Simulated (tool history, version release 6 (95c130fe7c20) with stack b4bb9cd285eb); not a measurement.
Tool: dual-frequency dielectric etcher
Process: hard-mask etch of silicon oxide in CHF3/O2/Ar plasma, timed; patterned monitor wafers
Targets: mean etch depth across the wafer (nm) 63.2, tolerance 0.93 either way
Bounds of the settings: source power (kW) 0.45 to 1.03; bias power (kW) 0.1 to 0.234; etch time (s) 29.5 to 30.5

| run | hour | source power (kW) | bias power (kW) | etch time (s) | mean etch depth across the wafer (nm) |
|---|---|---|---|---|---|
| 1 | 0 | 0.74 | 0.167 | 29.5 | 57.288 |
| 2 | 2.8 | 0.76 | 0.168 | 29.5 | 57.542 |
| 3 | 5.3 | 0.78 | 0.169 | 29.5 | 58.431 |
| 4 | 13.1 | 0.8 | 0.17 | 29.5 | 58.106 |
| 5 | 16.2 | 0.8 | 0.17 | 29.5 | 58.858 |
| 6 | 23.6 | 0.85 | 0.17 | 29.5 | 59.366 |
| 7 | 24.1 | 0.87 | 0.172 | 29.5 | 60.071 |
| 8 | 27.9 | 0.89 | 0.173 | 29.5 | 59.955 |

Of the 5 settings listed for the next run, only one would bring every result within its allowed miss of target. Which one?
| A | 31.7 | 0.81 | 0.165 | 29.5 | ? |
| B | 31.7 | 1.01 | 0.186 | 29.5 | ? |
| C | 31.7 | 0.89 | 0.17 | 30 | ? |
| D | 31.7 | 0.72 | 0.175 | 29.5 | ? |
| E | 31.7 | 0.96 | 0.121 | 29.5 | ? |

| move | mean etch depth across the wafer (nm) |
|---|---|
| A | 58.597 |
| B | 63.243 |
| C | 61.28 |
| D | 57.66 |
| E | 58.033 |
A: misses by more than the last run did
B: all results in spec
C: better than the last run, though not everything is in spec
D: misses by more than the last run did
E: misses by more than the last run did
Correct choice: B, which meets every target
